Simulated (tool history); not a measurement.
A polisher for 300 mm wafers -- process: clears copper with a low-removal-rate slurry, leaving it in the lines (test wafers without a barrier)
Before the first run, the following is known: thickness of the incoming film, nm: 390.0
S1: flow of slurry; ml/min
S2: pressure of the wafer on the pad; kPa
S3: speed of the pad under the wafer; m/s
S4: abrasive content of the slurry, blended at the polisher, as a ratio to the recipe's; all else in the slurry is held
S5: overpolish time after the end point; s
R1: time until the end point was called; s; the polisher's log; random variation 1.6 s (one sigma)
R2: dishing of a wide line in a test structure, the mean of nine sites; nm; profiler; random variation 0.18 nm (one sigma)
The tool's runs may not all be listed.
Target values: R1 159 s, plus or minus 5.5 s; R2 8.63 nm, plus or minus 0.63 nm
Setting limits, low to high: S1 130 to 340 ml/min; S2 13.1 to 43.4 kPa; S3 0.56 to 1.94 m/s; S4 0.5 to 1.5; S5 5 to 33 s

run 1 hour=0 | S1=220 S2=28.3 S3=1.24 S4=1 S5=17 | R1=66.29 R2=59.049
run 2 hour=2.5 | S1=220 S2=24.1 S3=1.1 S4=1 S5=14 | R1=83.828 R2=41.676
run 3 hour=6.1 | S1=220 S2=29 S3=1.1 S4=1 S5=14 | R1=72.435 R2=47.252
run 4 hour=14.4 | S1=225 S2=24.8 S3=0.96 S4=1.05 S5=12 | R1=92.908 R2=32.482
run 5 hour=15.6 | S1=225 S2=24.8 S3=0.96 S4=1.05 S5=8 | R1=92.618 R2=23.653
-- hour=24.6 slurry nozzle cleaned
run 6 hour=24.6 | S1=255 S2=21.4 S3=0.86 S4=1.15 S5=7 | R1=108.64 R2=16.854
run 7 hour=28.7 | S1=265 S2=19.3 S3=0.8 S4=1.2 S5=6 | R1=129.58 R2=12.942
run 8 hour=32.7 | S1=275 S2=17.9 S3=0.8 S4=1.25 S5=6 | R1=133.77 R2=11.982
run 9 hour=36.5 | S1=280 S2=16.5 S3=0.8 S4=1.3 S5=6 | R1=143.82 R2=11.144
run 10 hour=39.7 | S1=290 S2=15.9 S3=0.8 S4=1.3 S5=6 | R1=145.11 R2=10.921
run 11 hour=43.4 | S1=300 S2=15.2 S3=0.8 S4=1.35 S5=6 | R1=150.3 R2=10.831

4 candidate next runs follow, results not yet known. Just one meets every target within its allowed miss. Identify it.
run A hour=47.1 | S1=325 S2=20 S3=0.58 S4=1.3 S5=10 | R1=? R2=?
run B hour=47.1 | S1=335 S2=15.9 S3=0.74 S4=1.25 S5=5 | R1=? R2=?
run C hour=47.1 | S1=305 S2=18.6 S3=0.72 S4=1.5 S5=5 | R1=? R2=?
run D hour=47.1 | S1=290 S2=16.5 S3=0.76 S4=1.4 S5=5 | R1=? R2=?

move=A R1=164.12 R2=16.834
move=B R1=160.69 R2=8.842
move=C R1=138.53 R2=10.222
move=D R1=148.93 R2=9.5195
A: lands further from the targets than the last run did
B: hits every target within its allowed miss
C: lands further from the targets than the last run did
D: nearer the targets than the last run, but a result is still out of spec
Move B is the one to make.
